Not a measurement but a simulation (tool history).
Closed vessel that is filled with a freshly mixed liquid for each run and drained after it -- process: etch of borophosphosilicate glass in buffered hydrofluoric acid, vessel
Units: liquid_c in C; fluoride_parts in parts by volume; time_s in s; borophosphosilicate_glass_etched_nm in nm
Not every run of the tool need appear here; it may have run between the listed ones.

run	day	liquid_c	fluoride_parts	time_s	borophosphosilicate_glass_etched_nm
1	0.000	25.0	19.0	30	20.565
2	0.171	25.0	24.0	30	17.186
3	0.508	26.0	22.0	30	19.356
4	0.750	26.5	20.5	30	20.903
5	0.933	27.0	19.0	30	22.829
6	1.254	30.5	19.0	30	27.527
7	1.617	30.5	17.5	30	29.950
8	1.854	30.5	16.5	30	31.529
9	2.004	30.5	16.0	30	32.395
10	2.338	30.5	15.5	30	33.760
11	2.658	30.5	15.5	30	33.776
12	2.712	30.5	15.0	30	34.630
13	2.796	32.0	10.0	30	56.210
14	3.121	31.5	10.0	30	54.686
15	3.317	31.0	10.0	30	52.771
16	3.546	30.5	10.0	30	51.751

For run 17, what comes out?
17	3.758	27.5	10.0	30	?

borophosphosilicate_glass_etched_nm: 44.299 nm
